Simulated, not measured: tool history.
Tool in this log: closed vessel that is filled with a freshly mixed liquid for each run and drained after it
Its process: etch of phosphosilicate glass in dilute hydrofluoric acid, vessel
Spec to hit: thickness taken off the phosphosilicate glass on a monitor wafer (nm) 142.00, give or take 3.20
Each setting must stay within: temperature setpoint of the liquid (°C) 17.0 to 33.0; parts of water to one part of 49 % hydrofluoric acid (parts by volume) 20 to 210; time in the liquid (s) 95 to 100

run	hour	temperature setpoint of the liquid (°C)	parts of water to one part of 49 % hydrofluoric acid (parts by volume)	time in the liquid (s)	thickness taken off the phosphosilicate glass on a monitor wafer (nm)
1	0.0	25.0	115	95	171.62
2	9.0	25.0	115	100	181.48
3	17.7	23.5	115	100	169.86
4	23.4	23.0	115	100	166.25
5	29.1	23.0	85	100	235.55
6	32.3	22.0	90	100	212.74
7	39.4	21.0	95	100	191.84
8	48.0	20.0	100	100	172.97
9	53.3	19.5	100	100	170.73

Exactly one of the 5 candidate moves below puts every result within its allowed miss. Which one?
A	58.6	18.0	110	95	?
B	58.6	18.5	115	95	?
C	58.6	19.0	110	95	?
D	58.6	17.0	115	100	?
E	58.6	20.0	120	95	?

move	thickness taken off the phosphosilicate glass on a monitor wafer (nm)
A	136.31
B	132.41
C	142.07
D	130.96
E	134.20
A: takes the biggest miss from the last run beyond its target
B: takes the biggest miss from the last run beyond its target
C: each result inside its tolerance
D: takes the biggest miss from the last run beyond its target
E: takes the biggest miss from the last run beyond its target
Answer: C
